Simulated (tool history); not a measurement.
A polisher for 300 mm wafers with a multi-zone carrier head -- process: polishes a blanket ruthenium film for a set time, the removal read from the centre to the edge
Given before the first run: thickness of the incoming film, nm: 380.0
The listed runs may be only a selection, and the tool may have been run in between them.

| run | hour | flow of slurry (ml/min) | pressure of the head's centre zone | pressure of the head's middle zone | pressure of the head's edge zone | polishing time (s) | film removed at the wafer's centre (angstrom) | film removed at mid-radius (angstrom) | film removed at the wafer's edge (angstrom) |
|---|---|---|---|---|---|---|---|---|---|
| 1 | 0 | 210 | 1 | 1 | 1 | 76 | 561.6 | 582 | 558.54 |
| 2 | 0.7 | 210 | 1 | 1 | 1 | 65 | 480.62 | 491.35 | 477.81 |
| 3 | 2.5 | 170 | 1 | 1 | 1 | 65 | 470.47 | 477.44 | 463.53 |
| 4 | 8.2 | 160 | 0.98 | 0.95 | 1 | 62 | 430.15 | 433.96 | 436.08 |
| 5 | 12.2 | 180 | 0.98 | 0.95 | 1 | 62 | 439.86 | 442.73 | 438.21 |
| 6 | 15.4 | 155 | 0.98 | 0.95 | 1 | 62 | 430.71 | 426.23 | 442.48 |
| 7 | 23.4 | 140 | 0.91 | 0.85 | 0.92 | 55 | 354.12 | 342.84 | 360.71 |

The next listed run, before its measurement:
| 8 | 30.9 | 145 | 0.92 | 0.84 | 0.96 | 55 | ? | ? | ? |

Run 8 yielded film removed at the wafer's centre (angstrom) 354.75, film removed at mid-radius (angstrom) 344.02, film removed at the wafer's edge (angstrom) 370.04.
